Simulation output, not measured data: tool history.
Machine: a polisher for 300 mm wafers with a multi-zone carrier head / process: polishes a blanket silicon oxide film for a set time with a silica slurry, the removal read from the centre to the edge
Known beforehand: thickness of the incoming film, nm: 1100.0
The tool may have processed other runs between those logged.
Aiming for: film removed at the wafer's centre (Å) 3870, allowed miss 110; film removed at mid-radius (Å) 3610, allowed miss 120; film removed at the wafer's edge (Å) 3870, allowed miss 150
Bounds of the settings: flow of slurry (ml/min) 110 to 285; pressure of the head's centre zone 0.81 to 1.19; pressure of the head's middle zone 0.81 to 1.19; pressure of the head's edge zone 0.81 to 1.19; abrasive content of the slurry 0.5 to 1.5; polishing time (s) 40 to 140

| run | day | flow of slurry (ml/min) | pressure of the head's centre zone | pressure of the head's middle zone | pressure of the head's edge zone | abrasive content of the slurry | polishing time (s) | film removed at the wafer's centre (Å) | film removed at mid-radius (Å) | film removed at the wafer's edge (Å) |
|---|---|---|---|---|---|---|---|---|---|---|
| 1 | 0 | 180 | 1 | 1 | 1 | 1 | 90 | 3147.3 | 3162.7 | 3189 |
| 2 | 0.271 | 190 | 1.01 | 1 | 1.02 | 1 | 90 | 3272.7 | 3135.3 | 3139.1 |
| 3 | 0.412 | 185 | 1.01 | 0.99 | 1.03 | 1.05 | 90 | 3242.7 | 3208.8 | 3293.6 |
| 4 | 0.596 | 185 | 1.01 | 0.99 | 0.96 | 1.05 | 90 | 3294.2 | 3238.8 | 3180.1 |
| 5 | 0.654 | 190 | 1.01 | 0.99 | 0.98 | 1.1 | 90 | 3385.7 | 3281.2 | 3346.5 |
| 6 | 0.812 | 190 | 1.01 | 0.99 | 0.98 | 1.25 | 90 | 3610 | 3525 | 3468.4 |
| 7 | 0.888 | 195 | 1.01 | 0.98 | 1 | 1.25 | 90 | 3549.4 | 3468.8 | 3487.3 |
| 8 | 1.05 | 200 | 1.01 | 0.97 | 1.01 | 1.25 | 90 | 3652.4 | 3424.3 | 3480.2 |
| 9 | 1.421 | 195 | 1.01 | 0.97 | 1.03 | 1.3 | 90 | 3629.4 | 3497.1 | 3584.8 |
| 10 | 1.683 | 195 | 1.01 | 0.97 | 1.04 | 1.3 | 90 | 3596.4 | 3489.2 | 3626.4 |
| 11 | 1.842 | 200 | 1.01 | 0.97 | 1.05 | 1.3 | 90 | 3654 | 3461.2 | 3692.8 |
| 12 | 2.096 | 205 | 1.01 | 0.97 | 1.05 | 1.3 | 90 | 3637.3 | 3442 | 3669.5 |
| 13 | 2.279 | 210 | 1.01 | 0.98 | 1.05 | 1.3 | 90 | 3701.3 | 3541.7 | 3662.7 |
| 14 | 2.592 | 210 | 1.01 | 0.98 | 1.06 | 1.3 | 90 | 3664.6 | 3536.1 | 3742.6 |
| 15 | 2.871 | 215 | 1.01 | 0.98 | 1.06 | 1.3 | 90 | 3691 | 3592.1 | 3753.7 |
| 16 | 3.012 | 220 | 1.01 | 0.98 | 1.06 | 1.3 | 90 | 3699.9 | 3537.2 | 3666.7 |
| 17 | 3.367 | 220 | 1.01 | 0.98 | 1.07 | 1.3 | 90 | 3692.4 | 3559.2 | 3720.8 |
| 18 | 3.612 | 225 | 1.01 | 0.98 | 1.08 | 1.3 | 90 | 3702.4 | 3567 | 3718.9 |
| 19 | 3.754 | 225 | 1.01 | 0.98 | 1.09 | 1.3 | 90 | 3713 | 3602.3 | 3790.2 |

Which of these 4 next moves meets every target?
| A | 3.896 | 220 | 0.99 | 0.98 | 1.11 | 1.3 | 89 | ? | ? | ? |
| B | 3.896 | 250 | 1.07 | 0.93 | 1.05 | 1.3 | 94 | ? | ? | ? |
| C | 3.896 | 230 | 1.01 | 0.94 | 1.05 | 1.25 | 95 | ? | ? | ? |
| D | 3.896 | 200 | 1.03 | 1.05 | 1.16 | 0.85 | 104 | ? | ? | ? |

| move | film removed at the wafer's centre (Å) | film removed at mid-radius (Å) | film removed at the wafer's edge (Å) |
|---|---|---|---|
| A | 3555.6 | 3528.4 | 3858.2 |
| B | 4127.2 | 3620.7 | 4009.7 |
| C | 3834.9 | 3602 | 3961.6 |
| D | 3541.9 | 3579.9 | 3789.1 |
A: further off than the last run
B: takes the biggest miss from the last run beyond its target
C: every result within its allowed miss
D: further off than the last run
C is the move that brings every result within its allowed miss.

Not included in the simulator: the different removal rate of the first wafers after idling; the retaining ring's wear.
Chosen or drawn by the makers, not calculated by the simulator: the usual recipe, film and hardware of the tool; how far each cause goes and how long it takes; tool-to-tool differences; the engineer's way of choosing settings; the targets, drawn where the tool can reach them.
